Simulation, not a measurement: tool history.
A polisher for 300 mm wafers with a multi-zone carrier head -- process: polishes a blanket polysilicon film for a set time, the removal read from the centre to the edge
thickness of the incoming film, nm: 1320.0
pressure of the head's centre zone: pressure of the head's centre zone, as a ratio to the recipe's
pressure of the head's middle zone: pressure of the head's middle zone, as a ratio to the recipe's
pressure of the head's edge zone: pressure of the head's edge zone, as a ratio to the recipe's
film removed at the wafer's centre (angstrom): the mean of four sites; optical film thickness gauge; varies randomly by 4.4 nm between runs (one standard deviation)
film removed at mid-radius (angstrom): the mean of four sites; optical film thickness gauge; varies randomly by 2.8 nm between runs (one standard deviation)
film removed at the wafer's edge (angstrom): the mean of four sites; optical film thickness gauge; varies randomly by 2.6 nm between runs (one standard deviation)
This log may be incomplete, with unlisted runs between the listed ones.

run	hour	flow of slurry (ml/min)	pressure of the head's centre zone	pressure of the head's middle zone	pressure of the head's edge zone	polishing time (s)	film removed at the wafer's centre (angstrom)	film removed at mid-radius (angstrom)	film removed at the wafer's edge (angstrom)
1	0	140	1	1	1	52	4415.1	4301.9	4482.3
2	7.1	140	1	1	1	57	4952.2	4834.7	4827.8
3	11	105	1	1	1	57	4415.1	4364.5	4567.8
4	15.7	105	1.02	0.98	0.96	51	3999.8	3933.9	4034.7
5	22.3	105	1.02	0.98	0.99	51	4057.9	3899.6	4071.5
6	23.3	125	1.02	0.98	0.99	51	4298.8	4107.1	4228.6
7	27.4	120	1.04	0.95	0.98	46	3872.7	3537.2	3701.4
8	31.1	90	1.03	0.85	0.88	36	2729.8	2283	2603.9
9	31.8	100	1.03	0.85	0.89	36	2876.4	2372.4	2758.4

Run 10 is up next; what results do you expect?
10	39.1	100	1.03	0.85	0.89	36	?	?	?

{"run 10": {"film removed at the wafer's centre (angstrom)": 2870.3, "film removed at mid-radius (angstrom)": 2414.1, "film removed at the wafer's edge (angstrom)": 2699.9}}

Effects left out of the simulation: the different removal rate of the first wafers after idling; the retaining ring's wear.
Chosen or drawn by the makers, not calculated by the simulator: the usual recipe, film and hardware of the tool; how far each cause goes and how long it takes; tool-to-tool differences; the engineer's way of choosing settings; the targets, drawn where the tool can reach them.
